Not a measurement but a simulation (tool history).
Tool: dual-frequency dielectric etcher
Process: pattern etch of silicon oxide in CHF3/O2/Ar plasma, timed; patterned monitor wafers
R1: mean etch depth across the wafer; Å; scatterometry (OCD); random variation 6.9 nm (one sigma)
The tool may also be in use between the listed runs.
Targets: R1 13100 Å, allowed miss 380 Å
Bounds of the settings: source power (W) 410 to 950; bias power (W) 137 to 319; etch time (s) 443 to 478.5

{"run": 1, "hour": 0.0, "source power (W)": 680, "bias power (W)": 228, "etch time (s)": 478.5, "R1": 11025}
{"run": 2, "hour": 5.5, "source power (W)": 780, "bias power (W)": 228, "etch time (s)": 478.5, "R1": 11861}
{"run": 3, "hour": 13.6, "source power (W)": 680, "bias power (W)": 228, "etch time (s)": 478.5, "R1": 11086}
{"run": 4, "hour": 21.7, "source power (W)": 720, "bias power (W)": 233, "etch time (s)": 478.5, "R1": 11457}
{"run": 5, "hour": 25.5, "source power (W)": 720, "bias power (W)": 202, "etch time (s)": 478.5, "R1": 10786}
{"run": 6, "hour": 32.7, "source power (W)": 760, "bias power (W)": 209, "etch time (s)": 478.5, "R1": 11282}
{"run": 7, "hour": 39.2, "source power (W)": 790, "bias power (W)": 213, "etch time (s)": 478.5, "R1": 11645}
{"hour": 40.5, "done": "source power generator calibrated"}
{"run": 8, "hour": 40.5, "source power (W)": 820, "bias power (W)": 215, "etch time (s)": 478.5, "R1": 12373}

5 next moves are on the table. One of them brings every result within its allowed miss. Which?
{"run": "A", "hour": 41.8, "source power (W)": 820, "bias power (W)": 301, "etch time (s)": 478.5, "R1": "?"}
{"run": "B", "hour": 41.8, "source power (W)": 910, "bias power (W)": 246, "etch time (s)": 478.5, "R1": "?"}
{"run": "C", "hour": 41.8, "source power (W)": 810, "bias power (W)": 292, "etch time (s)": 478.5, "R1": "?"}
{"run": "D", "hour": 41.8, "source power (W)": 940, "bias power (W)": 248, "etch time (s)": 478.5, "R1": "?"}
{"run": "E", "hour": 41.8, "source power (W)": 930, "bias power (W)": 239, "etch time (s)": 457.5, "R1": "?"}

move=A R1=14182
move=B R1=13742
move=C R1=13914
move=D R1=14013
move=E R1=13124
A: takes the result that was furthest off past its target
B: takes the result that was furthest off past its target
C: takes the result that was furthest off past its target
D: takes the result that was furthest off past its target
E: meets every target
Move E is the one to make.
